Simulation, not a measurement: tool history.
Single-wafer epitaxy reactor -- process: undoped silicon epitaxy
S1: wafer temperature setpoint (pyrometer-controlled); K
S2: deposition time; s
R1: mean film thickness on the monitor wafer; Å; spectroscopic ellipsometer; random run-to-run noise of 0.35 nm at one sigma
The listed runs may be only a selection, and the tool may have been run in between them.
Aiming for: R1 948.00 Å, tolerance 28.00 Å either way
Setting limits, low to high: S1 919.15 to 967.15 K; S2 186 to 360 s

| run | hour | S1 | S2 | R1 |
|---|---|---|---|---|
| 1 | 0.0 | 943.15 | 273 | 683.16 |
| 2 | 5.1 | 943.15 | 292 | 731.55 |
| 3 | 6.6 | 943.15 | 329 | 831.12 |
| 4 | 10.2 | 945.15 | 329 | 855.93 |
| 5 | 16.6 | 947.15 | 329 | 891.16 |
| 6 | 19.4 | 941.15 | 329 | 792.92 |
| 7 | 21.3 | 944.15 | 330 | 840.35 |
| 8 | 29.4 | 946.15 | 331 | 877.54 |
| 9 | 38.2 | 947.15 | 331 | 896.72 |
| 10 | 41.8 | 948.15 | 331 | 910.34 |

Pick the move, out of 5, that brings all results within their allowed miss; only one does.
| A | 45.4 | 954.15 | 326 | ? |
| B | 45.4 | 955.15 | 330 | ? |
| C | 45.4 | 951.15 | 328 | ? |
| D | 45.4 | 944.15 | 346 | ? |
| E | 45.4 | 947.15 | 324 | ? |

| move | R1 |
|---|---|
| A | 994.53 |
| B | 1025.30 |
| C | 947.00 |
| D | 877.39 |
| E | 868.77 |
A: pushes the last run's worst result past its target
B: pushes the last run's worst result past its target
C: in spec on every target
D: its largest miss is bigger than the last run's
E: its largest miss is bigger than the last run's
So the answer is move C, the one that meets all the targets.

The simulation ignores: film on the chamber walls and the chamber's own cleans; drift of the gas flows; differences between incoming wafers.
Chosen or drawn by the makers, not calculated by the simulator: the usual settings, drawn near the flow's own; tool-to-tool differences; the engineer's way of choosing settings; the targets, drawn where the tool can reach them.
